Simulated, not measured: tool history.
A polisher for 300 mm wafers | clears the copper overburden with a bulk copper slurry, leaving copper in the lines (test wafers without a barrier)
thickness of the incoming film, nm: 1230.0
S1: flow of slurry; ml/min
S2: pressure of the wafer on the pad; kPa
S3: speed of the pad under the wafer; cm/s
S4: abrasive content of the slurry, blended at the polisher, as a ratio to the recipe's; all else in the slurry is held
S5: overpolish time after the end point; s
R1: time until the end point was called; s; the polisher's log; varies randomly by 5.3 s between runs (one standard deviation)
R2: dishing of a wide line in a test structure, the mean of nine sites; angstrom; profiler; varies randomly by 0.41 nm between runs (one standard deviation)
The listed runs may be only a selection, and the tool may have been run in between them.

run	hour	S1	S2	S3	S4	S5	R1	R2
1	0	165	15.2	104	1	11	201.93	465.34
2	4.5	205	15.2	104	1	11	195.78	486.69
3	9.1	205	13.8	104	1	10	210.7	395.7
4	11.1	205	15.9	104	1	10	188.08	462.77
5	14	205	13.8	104	1	10	216.13	410.01
6	16.7	205	12.4	104	1	10	238.95	374.72
7	24.8	205	11.7	104	1	10	250.82	357.4

What does the tool deliver on the next run?
8	28.5	205	11	104	1	10	?	?

{"run 8": {"R1": 263.24, "R2": 325.95}}
